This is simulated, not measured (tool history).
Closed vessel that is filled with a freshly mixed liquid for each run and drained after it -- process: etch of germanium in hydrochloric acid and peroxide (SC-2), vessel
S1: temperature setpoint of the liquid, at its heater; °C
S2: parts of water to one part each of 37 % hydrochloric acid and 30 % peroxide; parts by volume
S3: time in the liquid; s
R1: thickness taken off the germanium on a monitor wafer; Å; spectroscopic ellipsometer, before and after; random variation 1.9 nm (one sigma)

run	hour	S1	S2	S3	R1
1	0	58	11.5	95	3138.2
2	6.7	58	8.5	95	3238.6
3	15.6	57	8.5	95	3148.1
4	20.4	56	8.5	95	3027.4
5	24.1	56	8.5	95	3058.6
6	26.4	50.5	8.5	95	2600.6

Estimate the outcome of run 7 from the log above:
7	29.7	51	8.5	95	?

Run 7 produced R1 2663 Å.
